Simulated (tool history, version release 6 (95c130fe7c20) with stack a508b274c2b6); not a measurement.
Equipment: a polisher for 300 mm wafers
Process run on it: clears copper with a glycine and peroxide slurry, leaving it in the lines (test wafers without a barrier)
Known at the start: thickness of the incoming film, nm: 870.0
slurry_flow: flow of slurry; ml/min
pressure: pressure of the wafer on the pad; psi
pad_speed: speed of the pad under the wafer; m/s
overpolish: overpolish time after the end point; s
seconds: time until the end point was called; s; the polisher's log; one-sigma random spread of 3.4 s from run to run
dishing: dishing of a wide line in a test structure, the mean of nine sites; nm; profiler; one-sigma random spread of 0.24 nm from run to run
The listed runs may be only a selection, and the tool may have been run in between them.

run,hour,slurry_flow,pressure,pad_speed,overpolish,seconds,dishing
1,0,170,3.1,0.98,14,150.18,44.979
2,7.1,170,2.9,0.92,12,164.05,36.108
3,16,175,2.7,0.88,11,182.93,32.257
4,24.5,175,2.7,0.8,11,196.25,29.657
5,30.4,175,2.6,0.8,10,198.89,27.565
6,39.1,175,2.5,0.8,9,204.67,23.476
7,40.6,170,2.4,0.8,9,218.44,23.483
8,42,165,2.4,0.8,9,218.76,23.47
9,44.9,165,2.3,0.8,9,231.08,22.261
10,53.1,160,2.3,0.8,9,226.06,22.756
11,57.9,160,2,0.8,6,244.97,14.214
12,58.8,170,2.1,0.76,6,255.5,14.156
# hour 67.7: head pressure recalibrated
13,67.7,165,2.2,0.74,6,275.24,13.559
14,69.9,170,2.2,0.74,6,269.48,13.637
15,72.2,165,2.3,0.74,6,259.08,14.014
16,79.8,170,2.2,0.74,6,274.6,13.248
17,82.8,170,2.2,0.74,6,267.85,13.401
18,89,160,2.3,0.74,6,264.67,13.773
19,94.9,165,2.3,0.74,6,260.5,13.797
20,100.2,165,2.2,0.76,6,267.02,13.68
21,102.9,165,2.3,0.76,6,252.52,13.866

The next listed run, before its measurement:
22,107.5,170,2.2,0.78,6,?,?

Run 22 came out at seconds 264.74 s, dishing 13.927 nm.
